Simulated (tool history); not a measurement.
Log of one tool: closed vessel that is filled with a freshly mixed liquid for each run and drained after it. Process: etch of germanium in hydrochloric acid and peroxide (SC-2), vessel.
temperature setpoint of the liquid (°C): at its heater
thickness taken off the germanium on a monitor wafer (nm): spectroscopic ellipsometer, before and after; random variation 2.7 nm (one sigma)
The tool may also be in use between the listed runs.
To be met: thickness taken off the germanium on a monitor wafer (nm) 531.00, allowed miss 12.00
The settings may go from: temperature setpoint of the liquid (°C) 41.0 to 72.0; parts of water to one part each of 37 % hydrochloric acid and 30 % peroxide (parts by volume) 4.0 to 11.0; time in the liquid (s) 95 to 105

run,hour,temperature setpoint of the liquid (°C),parts of water to one part each of 37 % hydrochloric acid and 30 % peroxide (parts by volume),time in the liquid (s),thickness taken off the germanium on a monitor wafer (nm)
1,0.0,57.0,6.0,95,396.07
2,3.6,57.0,6.0,105,439.60
3,5.5,57.0,8.0,105,428.33
4,6.5,57.0,8.0,95,392.30
5,11.1,58.5,8.0,95,406.08
6,18.5,59.5,8.0,95,417.89
7,20.4,60.5,8.0,95,432.49
8,21.9,61.5,8.0,95,442.51
9,26.1,61.5,8.0,95,446.78
10,32.9,62.5,8.0,95,457.91
11,37.9,62.5,8.0,95,456.99
12,45.5,63.0,8.0,95,466.84
13,49.4,63.5,8.0,95,473.09
14,58.1,64.0,8.0,95,478.31
15,62.8,64.5,8.0,95,484.95

5 next moves are on the table. One of them brings every result within its allowed miss. Which?
A,67.5,65.5,7.5,100,?
B,67.5,64.0,8.0,100,?
C,67.5,67.0,5.0,100,?
D,67.5,59.0,4.5,100,?
E,67.5,64.5,9.5,100,?

move,thickness taken off the germanium on a monitor wafer (nm)
A,533.65
B,508.38
C,570.34
D,451.42
E,507.29
A: meets every target
B: nearer than the last run, and not there yet
C: takes the result that was furthest off past its target
D: further off than the last run
E: nearer than the last run, and not there yet
The right move is A.
